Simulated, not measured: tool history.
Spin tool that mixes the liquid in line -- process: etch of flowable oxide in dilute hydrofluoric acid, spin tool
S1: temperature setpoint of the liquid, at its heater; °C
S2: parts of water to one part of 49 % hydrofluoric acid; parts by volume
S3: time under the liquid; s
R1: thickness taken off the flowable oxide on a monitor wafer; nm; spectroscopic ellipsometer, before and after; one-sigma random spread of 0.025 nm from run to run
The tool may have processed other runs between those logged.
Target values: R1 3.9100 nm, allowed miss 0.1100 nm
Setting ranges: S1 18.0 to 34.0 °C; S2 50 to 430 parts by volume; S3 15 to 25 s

run	hour	S1	S2	S3	R1
1	0.0	26.0	240	25	2.2860
2	2.3	26.0	240	25	2.2277
3	4.8	27.5	225	25	2.5747
4	11.8	26.0	225	25	2.4767
5	20.8	27.5	215	25	2.7213
6	21.8	24.5	215	25	2.4460
7	22.4	26.5	210	25	2.7007
8	25.3	28.0	205	25	2.9566

Consider the 4 candidate settings below. Which is the only one whose results all fall within their allowed miss of target?
A	28.2	28.5	155	25	?
B	28.2	27.0	145	25	?
C	28.2	31.5	180	25	?
D	28.2	30.0	165	25	?

move	R1
A	4.2298
B	4.3324
C	3.9235
D	4.1406
A: takes the biggest miss from the last run beyond its target
B: takes the biggest miss from the last run beyond its target
C: meets every target
D: takes the biggest miss from the last run beyond its target
The move that meets every target is C.
